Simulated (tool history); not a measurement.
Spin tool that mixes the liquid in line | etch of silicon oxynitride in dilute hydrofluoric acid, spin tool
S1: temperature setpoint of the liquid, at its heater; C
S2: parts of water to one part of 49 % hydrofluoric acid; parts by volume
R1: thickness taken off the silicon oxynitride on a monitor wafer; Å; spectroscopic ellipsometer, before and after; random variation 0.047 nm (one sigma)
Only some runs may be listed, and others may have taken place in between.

run 1 hour=0 | S1=21 S2=115 time_under_the_liquid_(s)=300 | R1=118.24
run 2 hour=7.1 | S1=21 S2=145 time_under_the_liquid_(s)=300 | R1=91.56
run 3 hour=13.7 | S1=23 S2=145 time_under_the_liquid_(s)=300 | R1=101.34
run 4 hour=20.6 | S1=23 S2=145 time_under_the_liquid_(s)=325 | R1=109.25
run 5 hour=26.3 | S1=23 S2=145 time_under_the_liquid_(s)=325 | R1=109.55
run 6 hour=34.8 | S1=23 S2=145 time_under_the_liquid_(s)=325 | R1=109.71
run 7 hour=35.9 | S1=24 S2=145 time_under_the_liquid_(s)=325 | R1=114.89
run 8 hour=43.5 | S1=25 S2=145 time_under_the_liquid_(s)=325 | R1=120.11
run 9 hour=47.7 | S1=25.5 S2=145 time_under_the_liquid_(s)=325 | R1=123.22
run 10 hour=48.8 | S1=25.5 S2=145 time_under_the_liquid_(s)=325 | R1=123.28
run 11 hour=57.2 | S1=26 S2=145 time_under_the_liquid_(s)=325 | R1=126.26
run 12 hour=61.6 | S1=26.5 S2=145 time_under_the_liquid_(s)=325 | R1=129.17
run 13 hour=70.4 | S1=27 S2=145 time_under_the_liquid_(s)=325 | R1=131.55

Run 14 is up next; what results do you expect?
run 14 hour=71.7 | S1=27.5 S2=145 time_under_the_liquid_(s)=325 | R1=?

Run 14 measured R1 134.47 Å.

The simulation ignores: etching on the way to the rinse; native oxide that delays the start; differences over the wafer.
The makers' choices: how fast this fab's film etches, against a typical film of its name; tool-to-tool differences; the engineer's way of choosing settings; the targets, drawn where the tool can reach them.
